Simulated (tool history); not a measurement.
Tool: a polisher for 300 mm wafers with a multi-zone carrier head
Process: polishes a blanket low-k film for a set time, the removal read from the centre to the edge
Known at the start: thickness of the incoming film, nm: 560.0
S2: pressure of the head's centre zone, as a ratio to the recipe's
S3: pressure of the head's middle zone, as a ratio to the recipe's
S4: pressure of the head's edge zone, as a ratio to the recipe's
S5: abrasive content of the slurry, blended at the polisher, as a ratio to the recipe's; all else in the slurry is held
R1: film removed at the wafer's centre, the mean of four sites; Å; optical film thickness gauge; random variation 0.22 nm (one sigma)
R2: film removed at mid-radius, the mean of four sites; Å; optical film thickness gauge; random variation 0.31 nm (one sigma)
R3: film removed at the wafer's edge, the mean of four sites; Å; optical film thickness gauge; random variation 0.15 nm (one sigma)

Run 1, hour 0: flow of slurry (ml/min) 225, S2 1, S3 1, S4 1, S5 1, polishing time (s) 63. Result: R1 355.91 Å, R2 374.3 Å, R3 365.97 Å.
Run 2, hour 2.8: flow of slurry (ml/min) 225, S2 1, S3 1, S4 1, S5 1, polishing time (s) 79. Result: R1 444.05 Å, R2 459.03 Å, R3 460.07 Å.
Run 3, hour 6.7: flow of slurry (ml/min) 230, S2 1.01, S3 1.01, S4 0.95, S5 0.85, polishing time (s) 70. Result: R1 352.94 Å, R2 360.35 Å, R3 351.46 Å.
Run 4, hour 11.3: flow of slurry (ml/min) 230, S2 1.01, S3 1.01, S4 1.01, S5 0.85, polishing time (s) 70. Result: R1 355.1 Å, R2 366.3 Å, R3 358.02 Å.
Run 5, hour 13.2: flow of slurry (ml/min) 230, S2 1.01, S3 1.01, S4 0.93, S5 0.85, polishing time (s) 70. Result: R1 351.8 Å, R2 369.95 Å, R3 347.88 Å.
Run 6, hour 16.4: flow of slurry (ml/min) 190, S2 1.01, S3 1.01, S4 0.93, S5 0.85, polishing time (s) 70. Result: R1 349.6 Å, R2 353.46 Å, R3 342.49 Å.
Run 7, hour 17.4: flow of slurry (ml/min) 185, S2 1.01, S3 1.03, S4 0.89, S5 0.75, polishing time (s) 68. Result: R1 299.81 Å, R2 311.71 Å, R3 288.28 Å.
Run 8, hour 23.1: flow of slurry (ml/min) 175, S2 1.02, S3 1.04, S4 0.86, S5 0.7, polishing time (s) 68. Result: R1 275.71 Å, R2 289.57 Å, R3 262.59 Å.

Run 9 comes next. What will it give?
Run 9, hour 27.3: flow of slurry (ml/min) 165, S2 1.03, S3 1.05, S4 0.84, S5 0.7, polishing time (s) 68. Result: R1 ?, R2 ?, R3 ?.

R1: 274.27 Å
R2: 288.08 Å
R3: 256.03 Å

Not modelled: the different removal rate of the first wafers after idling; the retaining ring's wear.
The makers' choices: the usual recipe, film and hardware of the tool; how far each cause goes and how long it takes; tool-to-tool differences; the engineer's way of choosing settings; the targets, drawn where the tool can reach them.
